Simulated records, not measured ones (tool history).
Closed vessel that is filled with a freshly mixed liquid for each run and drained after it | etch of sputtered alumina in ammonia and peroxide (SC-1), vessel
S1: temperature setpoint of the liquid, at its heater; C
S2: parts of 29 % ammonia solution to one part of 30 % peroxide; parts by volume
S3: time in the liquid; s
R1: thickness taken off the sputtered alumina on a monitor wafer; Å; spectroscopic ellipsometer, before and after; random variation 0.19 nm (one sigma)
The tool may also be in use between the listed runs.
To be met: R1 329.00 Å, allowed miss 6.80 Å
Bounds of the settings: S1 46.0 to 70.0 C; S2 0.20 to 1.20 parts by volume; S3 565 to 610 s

run 1 hour=0.0 | S1=62.0 S2=1.00 S3=565 | R1=609.54
run 2 hour=2.0 | S1=60.5 S2=1.00 S3=565 | R1=559.01
run 3 hour=4.9 | S1=67.5 S2=1.00 S3=565 | R1=795.96
run 4 hour=11.1 | S1=70.0 S2=1.00 S3=565 | R1=905.47
run 5 hour=16.1 | S1=70.0 S2=0.85 S3=565 | R1=886.54
run 6 hour=19.0 | S1=70.0 S2=0.60 S3=565 | R1=862.16
run 7 hour=26.1 | S1=68.0 S2=0.60 S3=565 | R1=782.06
run 8 hour=26.9 | S1=66.0 S2=0.60 S3=565 | R1=706.10
run 9 hour=28.4 | S1=64.5 S2=0.60 S3=565 | R1=658.43
run 10 hour=32.2 | S1=63.0 S2=0.60 S3=565 | R1=605.53
run 11 hour=37.2 | S1=61.5 S2=0.60 S3=565 | R1=564.93
run 12 hour=45.9 | S1=60.5 S2=0.60 S3=565 | R1=537.29
run 13 hour=53.6 | S1=59.5 S2=0.60 S3=565 | R1=508.36
run 14 hour=61.6 | S1=58.5 S2=0.60 S3=565 | R1=480.69
run 15 hour=65.4 | S1=57.5 S2=0.60 S3=565 | R1=459.79
run 16 hour=70.8 | S1=57.0 S2=0.60 S3=565 | R1=446.75
run 17 hour=74.0 | S1=56.5 S2=0.60 S3=565 | R1=437.12
run 18 hour=81.6 | S1=56.0 S2=0.60 S3=565 | R1=419.12
run 19 hour=85.9 | S1=55.5 S2=0.60 S3=565 | R1=416.17
run 20 hour=87.5 | S1=55.0 S2=0.60 S3=565 | R1=402.51
run 21 hour=90.3 | S1=54.5 S2=0.60 S3=565 | R1=389.76
run 22 hour=98.5 | S1=54.0 S2=0.60 S3=565 | R1=384.00
run 23 hour=106.2 | S1=53.5 S2=0.60 S3=565 | R1=369.92

Which of these 4 next moves meets every target?
run A hour=113.9 | S1=52.0 S2=0.55 S3=590 | R1=?
run B hour=113.9 | S1=54.0 S2=0.70 S3=575 | R1=?
run C hour=113.9 | S1=50.0 S2=1.00 S3=570 | R1=?
run D hour=113.9 | S1=53.5 S2=0.45 S3=600 | R1=?

move=A R1=357.30
move=B R1=396.83
move=C R1=327.60
move=D R1=386.56
A: nearer than the last run, and not there yet
B: further off than the last run
C: meets every target
D: further off than the last run
Answer: C

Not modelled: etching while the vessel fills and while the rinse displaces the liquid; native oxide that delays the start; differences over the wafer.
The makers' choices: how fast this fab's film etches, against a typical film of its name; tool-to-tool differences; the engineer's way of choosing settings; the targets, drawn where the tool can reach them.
